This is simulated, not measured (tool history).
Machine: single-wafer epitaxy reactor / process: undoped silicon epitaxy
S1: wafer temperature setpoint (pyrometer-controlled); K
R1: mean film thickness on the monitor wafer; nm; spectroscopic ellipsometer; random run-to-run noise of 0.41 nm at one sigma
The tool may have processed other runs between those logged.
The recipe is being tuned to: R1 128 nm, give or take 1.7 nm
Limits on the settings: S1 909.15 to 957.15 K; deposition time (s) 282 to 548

run 1 day=0 | S1=933.15 deposition_time_(s)=415 | R1=85.937
run 2 day=0.288 | S1=933.15 deposition_time_(s)=465 | R1=97.171
run 3 day=0.462 | S1=937.15 deposition_time_(s)=465 | R1=106.08
run 4 day=0.762 | S1=928.15 deposition_time_(s)=465 | R1=86.102
run 5 day=0.996 | S1=935.15 deposition_time_(s)=465 | R1=101.34
run 6 day=1.254 | S1=935.15 deposition_time_(s)=429 | R1=93.068
run 7 day=1.546 | S1=940.15 deposition_time_(s)=429 | R1=104.25
run 8 day=1.804 | S1=943.15 deposition_time_(s)=429 | R1=111.58
run 9 day=2.05 | S1=945.15 deposition_time_(s)=429 | R1=116.4
run 10 day=2.333 | S1=946.15 deposition_time_(s)=429 | R1=119.11

Exactly one of the 5 candidate moves below puts every result within its allowed miss. Which one?
run A day=2.617 | S1=947.15 deposition_time_(s)=437 | R1=?
run B day=2.617 | S1=939.15 deposition_time_(s)=462 | R1=?
run C day=2.617 | S1=944.15 deposition_time_(s)=480 | R1=?
run D day=2.617 | S1=942.15 deposition_time_(s)=483 | R1=?
run E day=2.617 | S1=942.15 deposition_time_(s)=456 | R1=?

move=A R1=123.85
move=B R1=109.92
move=C R1=127.45
move=D R1=122.75
move=E R1=115.89
A: nearer than the last run, and not there yet
B: misses by more than the last run did
C: each result inside its tolerance
D: nearer than the last run, and not there yet
E: misses by more than the last run did
So the answer is move C, the one that meets all the targets.

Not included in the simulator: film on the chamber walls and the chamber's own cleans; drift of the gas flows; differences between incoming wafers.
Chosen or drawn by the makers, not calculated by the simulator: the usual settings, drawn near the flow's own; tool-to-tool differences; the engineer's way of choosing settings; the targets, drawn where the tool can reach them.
